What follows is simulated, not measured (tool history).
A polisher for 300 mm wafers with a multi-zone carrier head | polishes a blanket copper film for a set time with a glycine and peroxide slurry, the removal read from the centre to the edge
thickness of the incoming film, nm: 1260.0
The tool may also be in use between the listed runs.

run	hour	flow of slurry (ml/min)	pressure of the head's centre zone	pressure of the head's middle zone	pressure of the head's edge zone	polishing time (s)	film removed at the wafer's centre (nm)	film removed at mid-radius (nm)	film removed at the wafer's edge (nm)
1	0	305	1	1	1	37	107.16	104.38	114.79
2	4.2	305	1	1	1	28	80.652	81.286	86.803
3	12.5	305	0.98	0.99	0.98	28	79.996	80.327	85.731
4	18	300	0.96	0.99	0.97	28	76.37	81.104	85.93
5	20.4	300	0.95	0.98	0.96	28	76.789	78.749	84.948
# hour 23.9: edge zone pressure recalibrated
6	23.9	300	0.95	0.98	0.96	19	52.407	54.499	54.019
7	27.9	295	0.95	0.99	0.99	20	55.4	57.849	58.152

The next listed run, before its measurement:
8	30.9	300	0.94	0.99	1	21	?	?	?

Run 8 gave film removed at the wafer's centre (nm) 56.625, film removed at mid-radius (nm) 59.462, film removed at the wafer's edge (nm) 61.043.

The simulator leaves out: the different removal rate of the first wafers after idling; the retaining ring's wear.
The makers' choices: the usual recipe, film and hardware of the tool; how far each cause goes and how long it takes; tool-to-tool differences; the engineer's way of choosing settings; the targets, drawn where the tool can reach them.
